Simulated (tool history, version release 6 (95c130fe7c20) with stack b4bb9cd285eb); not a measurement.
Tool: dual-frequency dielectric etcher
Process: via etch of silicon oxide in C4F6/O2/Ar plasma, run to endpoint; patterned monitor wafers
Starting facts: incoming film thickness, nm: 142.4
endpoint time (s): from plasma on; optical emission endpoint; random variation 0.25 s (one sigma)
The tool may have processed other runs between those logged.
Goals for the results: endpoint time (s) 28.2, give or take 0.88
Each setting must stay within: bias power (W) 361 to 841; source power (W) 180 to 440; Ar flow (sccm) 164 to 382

run	day	bias power (W)	source power (W)	Ar flow (sccm)	endpoint time (s)
1	0	601	310	273	34.335
2	0.317	601	310	313	34.989
3	0.525	649	310	313	33.302
4	0.8	649	310	332	33.671
5	0.867	689	320	330	32.719
6	0.938	689	270	330	34.021
7	1.025	727	290	325	32.6
8	1.183	756	310	321	31.393
9	1.242	777	320	318	30.592

Which single option among these 4 for the next run brings every result within its allowed miss of target? Just one does.
A	1.3	830	310	362	?
B	1.3	841	370	316	?
C	1.3	580	280	303	?
D	1.3	792	330	337	?

move	endpoint time (s)
A	30.007
B	28.068
C	35.556
D	29.933
A: closes in on the targets versus the last run, not all within tolerance yet
B: all results land within tolerance of their targets
C: the biggest miss grows against the last run
D: closes in on the targets versus the last run, not all within tolerance yet
B meets every target.

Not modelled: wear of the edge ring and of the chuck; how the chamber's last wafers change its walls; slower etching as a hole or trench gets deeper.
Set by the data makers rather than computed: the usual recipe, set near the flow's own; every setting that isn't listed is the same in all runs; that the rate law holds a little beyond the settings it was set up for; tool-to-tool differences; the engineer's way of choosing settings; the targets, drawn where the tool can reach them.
